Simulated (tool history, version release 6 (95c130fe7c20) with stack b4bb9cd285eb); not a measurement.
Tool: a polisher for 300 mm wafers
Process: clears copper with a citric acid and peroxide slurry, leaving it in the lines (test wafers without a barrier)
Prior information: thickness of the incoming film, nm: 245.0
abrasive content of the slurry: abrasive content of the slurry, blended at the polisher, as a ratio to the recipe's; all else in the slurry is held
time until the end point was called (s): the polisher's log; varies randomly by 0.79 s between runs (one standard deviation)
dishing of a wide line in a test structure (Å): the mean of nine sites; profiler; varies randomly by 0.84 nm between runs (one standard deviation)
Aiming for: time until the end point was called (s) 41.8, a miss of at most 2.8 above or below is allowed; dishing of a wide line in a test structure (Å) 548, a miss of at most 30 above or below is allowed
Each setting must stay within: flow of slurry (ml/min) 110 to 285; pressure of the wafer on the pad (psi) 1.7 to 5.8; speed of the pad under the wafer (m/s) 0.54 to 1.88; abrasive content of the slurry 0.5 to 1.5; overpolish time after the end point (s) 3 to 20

run  hour  flow of slurry (ml/min)  pressure of the wafer on the pad (psi)  speed of the pad under the wafer (m/s)  abrasive content of the slurry  overpolish time after the end point (s)  time until the end point was called (s)  dishing of a wide line in a test structure (Å)
  1     0                      180                                     3.7                                     1.2                               1                                       10                                   67.766                                          249.89
  2   6.1                      210                                     3.7                                     1.2                               1                                       10                                   65.095                                          256.68
  3   7.3                      200                                     4.2                                    1.22                               1                                       11                                    57.25                                          309.09
  4    16                      165                                     4.2                                    1.22                               1                                       11                                   58.089                                          312.88
  5  20.1                      165                                     4.8                                    1.22                               1                                       11                                   54.061                                          340.06
  6  22.5                      165                                     4.8                                    1.22                               1                                        8                                   52.934                                          260.12
  7  30.8                      165                                     5.2                                    1.48                            1.05                                       13                                   39.446                                          492.03
  8  32.2                      165                                     5.2                                    1.46                            1.05                                       14                                   40.332                                          499.48

Consider the 4 candidate settings below. Which is the only one whose results all fall within their allowed miss of target?
  A  33.6                      150                                     3.9                                    1.72                            0.95                                       15                                        ?                                               ?
  B  33.6                      190                                     4.9                                    1.34                             0.7                                       15                                        ?                                               ?
  C  33.6                      165                                       5                                    1.38                            1.45                                       16                                        ?                                               ?
  D  33.6                      175                                     5.8                                    1.46                             1.1                                       13                                        ?                                               ?

move  time until the end point was called (s)  dishing of a wide line in a test structure (Å)
   A                                   46.137                                          472.64
   B                                     47.7                                          464.73
   C                                   41.405                                          545.55
   D                                   35.185                                          530.12
A: the biggest miss grows against the last run
B: the biggest miss grows against the last run
C: all results in spec
D: the worst result of the last run now meets its target, but another is out of spec
The right move is C.

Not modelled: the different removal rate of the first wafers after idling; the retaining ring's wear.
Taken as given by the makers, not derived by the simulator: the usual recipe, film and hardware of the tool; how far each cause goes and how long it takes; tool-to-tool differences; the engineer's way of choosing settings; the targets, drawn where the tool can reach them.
